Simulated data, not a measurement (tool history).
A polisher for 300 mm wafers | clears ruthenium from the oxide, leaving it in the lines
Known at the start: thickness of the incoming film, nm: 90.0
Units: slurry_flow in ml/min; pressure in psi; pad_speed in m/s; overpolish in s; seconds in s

| run | hour | slurry_flow | pressure | pad_speed | overpolish | seconds |
|---|---|---|---|---|---|---|
| 1 | 0 | 145 | 1.9 | 0.98 | 5 | 109.38 |
| 2 | 8.1 | 145 | 1.9 | 0.98 | 5 | 106.5 |
| 3 | 14.5 | 145 | 1.9 | 1.08 | 5 | 96.976 |
| 4 | 20.2 | 145 | 1.6 | 1.08 | 5 | 107.77 |
| 5 | 25.7 | 140 | 1.5 | 0.98 | 5 | 124.31 |
| 6 | 32.8 | 140 | 1.2 | 0.98 | 5 | 160.69 |

Run 7 comes next. What will it give?
| 7 | 39.3 | 140 | 1.1 | 0.94 | 5 | ? |

Run 7 gave seconds 176.48 s.
